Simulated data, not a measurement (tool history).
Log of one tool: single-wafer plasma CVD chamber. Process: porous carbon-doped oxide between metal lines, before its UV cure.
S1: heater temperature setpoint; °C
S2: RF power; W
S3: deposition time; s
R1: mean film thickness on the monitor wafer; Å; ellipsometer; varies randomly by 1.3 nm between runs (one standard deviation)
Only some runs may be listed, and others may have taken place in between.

Run 1, hour 0: S1 295 °C, S2 450 W, S3 51.3 s. Result: R1 2729.8 Å.
Run 2, hour 6.3: S1 289 °C, S2 455 W, S3 51.3 s. Result: R1 2849.7 Å.
Run 3, hour 14.8: S1 289 °C, S2 395 W, S3 51.3 s. Result: R1 2655.3 Å.
Run 4, hour 17.4: S1 289 °C, S2 340 W, S3 51.3 s. Result: R1 2449.1 Å.
Run 5, hour 18.7: S1 289 °C, S2 305 W, S3 51.3 s. Result: R1 2296 Å.
At hour 22.3: RF generator calibrated.
Run 6, hour 22.3: S1 284 °C, S2 345 W, S3 51.6 s. Result: R1 2618.8 Å.
Run 7, hour 27.5: S1 284 °C, S2 345 W, S3 51.6 s. Result: R1 2643.3 Å.
Run 8, hour 32.1: S1 280 °C, S2 350 W, S3 51.6 s. Result: R1 2712.7 Å.

For run 9, what comes out?
Run 9, hour 40.6: S1 277 °C, S2 365 W, S3 51.7 s. Result: R1 ?.

R1: 2869.8 Å

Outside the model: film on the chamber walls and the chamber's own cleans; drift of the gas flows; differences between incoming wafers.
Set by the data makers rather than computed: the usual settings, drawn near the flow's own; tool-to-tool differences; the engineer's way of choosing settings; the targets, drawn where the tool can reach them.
